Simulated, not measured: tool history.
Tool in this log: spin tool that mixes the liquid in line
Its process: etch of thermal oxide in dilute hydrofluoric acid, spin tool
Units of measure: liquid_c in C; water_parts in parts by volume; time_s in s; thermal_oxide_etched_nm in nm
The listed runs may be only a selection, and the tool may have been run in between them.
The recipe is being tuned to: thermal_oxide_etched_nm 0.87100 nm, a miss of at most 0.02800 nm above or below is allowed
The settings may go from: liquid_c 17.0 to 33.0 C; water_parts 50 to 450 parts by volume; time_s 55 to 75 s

run	day	liquid_c	water_parts	time_s	thermal_oxide_etched_nm
1	0.000	25.0	250	75	1.33820
2	0.046	25.0	305	75	1.03020
3	0.354	25.0	305	55	0.76387
4	0.692	26.0	305	55	0.81116
5	0.900	26.0	305	55	0.80206
6	0.983	26.0	300	55	0.81614
7	1.117	26.0	295	55	0.82556
# day 1.262: thermometer replaced
8	1.262	25.5	295	55	0.75737
9	1.525	26.0	295	55	0.78040
10	1.642	25.5	295	55	0.76870

Which single option among these 5 for the next run brings every result within its allowed miss of target? Just one does.
A	1.758	26.0	285	55	?
B	1.758	33.0	345	65	?
C	1.758	25.0	285	65	?
D	1.758	26.5	305	60	?
E	1.758	25.0	300	65	?

move	thermal_oxide_etched_nm
A	0.80659
B	0.92448
C	0.92100
D	0.81930
E	0.86192
A: gains on the last run, yet a result remains outside its allowed miss
B: pushes the last run's worst result past its target
C: pushes the last run's worst result past its target
D: gains on the last run, yet a result remains outside its allowed miss
E: every result lands within tolerance
E is the move that brings every result within its allowed miss.
